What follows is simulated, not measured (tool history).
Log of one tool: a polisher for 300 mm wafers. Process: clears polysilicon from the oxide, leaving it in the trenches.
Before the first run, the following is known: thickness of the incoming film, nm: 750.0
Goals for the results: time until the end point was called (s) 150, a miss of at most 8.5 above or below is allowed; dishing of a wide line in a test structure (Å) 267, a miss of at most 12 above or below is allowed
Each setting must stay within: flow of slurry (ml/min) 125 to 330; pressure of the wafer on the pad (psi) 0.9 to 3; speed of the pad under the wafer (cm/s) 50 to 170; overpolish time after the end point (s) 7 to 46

| run | day | flow of slurry (ml/min) | pressure of the wafer on the pad (psi) | speed of the pad under the wafer (cm/s) | overpolish time after the end point (s) | time until the end point was called (s) | dishing of a wide line in a test structure (Å) |
|---|---|---|---|---|---|---|---|
| 1 | 0 | 210 | 1.9 | 110 | 24 | 75.698 | 432.05 |
| 2 | 0.146 | 185 | 1.9 | 110 | 24 | 78.765 | 425.71 |
| 3 | 0.321 | 180 | 1.8 | 110 | 22 | 82.251 | 415.63 |
| 4 | 0.629 | 175 | 1.7 | 108 | 20 | 88.882 | 413.84 |
| 5 | 0.717 | 175 | 1.7 | 130 | 20 | 79.009 | 417.38 |
| 6 | 0.779 | 215 | 1.7 | 130 | 20 | 78.047 | 414.16 |
| 7 | 1.046 | 205 | 1.6 | 128 | 19 | 83.829 | 418.53 |
| 8 | 1.129 | 195 | 1.5 | 126 | 18 | 88.088 | 427.23 |
| 9 | 1.4 | 195 | 1.5 | 126 | 18 | 92.116 | 409.08 |
| 10 | 1.733 | 190 | 1.4 | 126 | 17 | 96.446 | 414.98 |
| 11 | 1.796 | 185 | 1.3 | 124 | 16 | 102.34 | 404.55 |
| 12 | 1.9 | 185 | 1.3 | 124 | 16 | 106.69 | 412.48 |
| 13 | 2.171 | 180 | 1.3 | 124 | 15 | 103.14 | 404.33 |
| 14 | 2.412 | 175 | 1.3 | 120 | 14 | 108.73 | 404 |
| 15 | 2.546 | 170 | 1.3 | 116 | 13 | 112.93 | 393.58 |
| 16 | 2.625 | 165 | 1.3 | 110 | 12 | 115.3 | 378.86 |
| 17 | 2.925 | 160 | 1.3 | 104 | 11 | 120.38 | 370.36 |
| 18 | 3.021 | 155 | 1.3 | 98 | 11 | 128.76 | 354.49 |

Next run, 5 choices. One meets every target within its allowed miss, the rest don't. Which?
| A | 3.117 | 125 | 1.7 | 68 | 7 | ? | ? |
| B | 3.117 | 165 | 1.6 | 68 | 7 | ? | ? |
| C | 3.117 | 125 | 2.1 | 50 | 7 | ? | ? |
| D | 3.117 | 150 | 1.5 | 78 | 7 | ? | ? |
| E | 3.117 | 165 | 1.6 | 54 | 7 | ? | ? |

| move | time until the end point was called (s) | dishing of a wide line in a test structure (Å) |
|---|---|---|
| A | 130.84 | 291.55 |
| B | 130.65 | 291.78 |
| C | 127.55 | 295.54 |
| D | 129.77 | 292.84 |
| E | 149.78 | 270.25 |
A: nearer than the last run, and not there yet
B: nearer than the last run, and not there yet
C: nearer than the last run, and not there yet
D: nearer than the last run, and not there yet
E: meets every target
Correct choice: E, which meets every target
